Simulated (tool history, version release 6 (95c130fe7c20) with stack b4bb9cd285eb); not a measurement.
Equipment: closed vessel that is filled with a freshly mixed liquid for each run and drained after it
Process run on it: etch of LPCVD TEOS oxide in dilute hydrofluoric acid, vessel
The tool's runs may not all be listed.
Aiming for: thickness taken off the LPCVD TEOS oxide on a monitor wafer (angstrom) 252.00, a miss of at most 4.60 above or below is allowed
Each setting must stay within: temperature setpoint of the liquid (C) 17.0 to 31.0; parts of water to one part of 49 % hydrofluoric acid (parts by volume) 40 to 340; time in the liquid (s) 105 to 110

run,hour,temperature setpoint of the liquid (C),parts of water to one part of 49 % hydrofluoric acid (parts by volume),time in the liquid (s),thickness taken off the LPCVD TEOS oxide on a monitor wafer (angstrom)
1,0.0,23.0,190,105,191.28
2,6.4,24.5,190,105,202.62
3,10.3,24.5,190,105,200.26
4,18.7,26.0,190,105,213.78
5,26.9,27.0,190,105,220.20
6,27.9,24.5,190,105,202.48
7,34.0,25.5,190,105,210.34
8,43.0,26.5,190,105,217.48

Of the 5 settings listed for the next run, only one would bring every result within its allowed miss of target. Which one?
A,52.0,26.5,175,110,?
B,52.0,27.0,175,105,?
C,52.0,28.5,180,110,?
D,52.0,28.0,230,105,?
E,52.0,19.5,145,110,?

move,thickness taken off the LPCVD TEOS oxide on a monitor wafer (angstrom)
A,250.38
B,243.30
C,259.61
D,179.27
E,240.57
A: all results in spec
B: an improvement on the last run, though not all results are within tolerance
C: carries the result that was furthest off beyond its target, to the other side
D: moves away from the targets compared with the last run
E: an improvement on the last run, though not all results are within tolerance
The move that meets every target is A.

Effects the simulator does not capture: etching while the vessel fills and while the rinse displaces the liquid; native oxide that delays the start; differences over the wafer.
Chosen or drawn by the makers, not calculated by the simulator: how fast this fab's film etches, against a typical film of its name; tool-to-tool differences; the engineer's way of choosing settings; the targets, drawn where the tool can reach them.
